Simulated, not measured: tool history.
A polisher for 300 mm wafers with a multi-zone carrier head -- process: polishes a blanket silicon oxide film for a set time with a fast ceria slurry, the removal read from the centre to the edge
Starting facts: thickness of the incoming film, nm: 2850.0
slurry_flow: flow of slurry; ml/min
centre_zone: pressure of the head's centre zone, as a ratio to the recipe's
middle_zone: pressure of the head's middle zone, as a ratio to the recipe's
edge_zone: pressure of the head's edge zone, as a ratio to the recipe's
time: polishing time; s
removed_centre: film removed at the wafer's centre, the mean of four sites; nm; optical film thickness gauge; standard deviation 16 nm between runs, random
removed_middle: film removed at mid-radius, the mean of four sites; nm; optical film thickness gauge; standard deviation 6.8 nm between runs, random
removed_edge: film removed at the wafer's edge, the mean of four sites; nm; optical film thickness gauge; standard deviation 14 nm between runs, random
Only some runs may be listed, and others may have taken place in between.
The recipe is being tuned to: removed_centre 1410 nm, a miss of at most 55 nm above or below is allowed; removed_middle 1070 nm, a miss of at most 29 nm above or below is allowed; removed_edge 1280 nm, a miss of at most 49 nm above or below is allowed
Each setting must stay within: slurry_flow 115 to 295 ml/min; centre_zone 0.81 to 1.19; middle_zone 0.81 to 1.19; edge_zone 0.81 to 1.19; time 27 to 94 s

run,hour,slurry_flow,centre_zone,middle_zone,edge_zone,time,removed_centre,removed_middle,removed_edge
1,0,190,1,1,1,60,847.44,842.63,866.8
2,7.5,200,1.04,0.98,1.04,64,957.19,896.04,950.63
3,8.9,200,1.04,0.98,0.99,64,970,902.48,920.63
4,13.9,205,1.07,0.96,1.03,67,1039.1,933.93,986.27
5,16.2,205,1.07,0.96,1.03,55,865.41,763.94,803
6,24.1,205,1.07,1.02,1.03,55,852.76,799.56,811.15
7,27.2,210,1.1,0.99,1.07,60,958.36,855.16,881.2
8,29.7,190,1.13,0.89,1.17,77,1249.2,990.12,1222.4
9,30.6,205,1.14,0.89,1.17,77,1273.9,1001,1211.7
10,34.4,210,1.15,0.89,1.17,78,1287.6,1025.1,1217.7
11,42.2,205,1.16,0.89,1.17,79,1330.7,1044.6,1246
12,48.3,205,1.17,0.89,1.17,79,1365.2,1031.7,1255

Which one of the following 4 next-run settings gets every result inside its allowed miss? There is exactly one.
A,54.4,250,1.16,0.86,1.09,82,?,?,?
B,54.4,195,1.18,0.83,1.18,79,?,?,?
C,54.4,210,1.18,0.94,1.13,82,?,?,?
D,54.4,250,1.16,0.97,1.13,74,?,?,?

move,removed_centre,removed_middle,removed_edge
A,1396.4,1070.9,1276.3
B,1321.1,970.73,1251.5
C,1388,1128.3,1277.9
D,1261.1,1068.2,1171.4
A: all results land within tolerance of their targets
B: the biggest miss grows against the last run
C: takes the result that was furthest off past its target
D: corrects the largest miss of the last run, while another result sits out of spec
Answer: A

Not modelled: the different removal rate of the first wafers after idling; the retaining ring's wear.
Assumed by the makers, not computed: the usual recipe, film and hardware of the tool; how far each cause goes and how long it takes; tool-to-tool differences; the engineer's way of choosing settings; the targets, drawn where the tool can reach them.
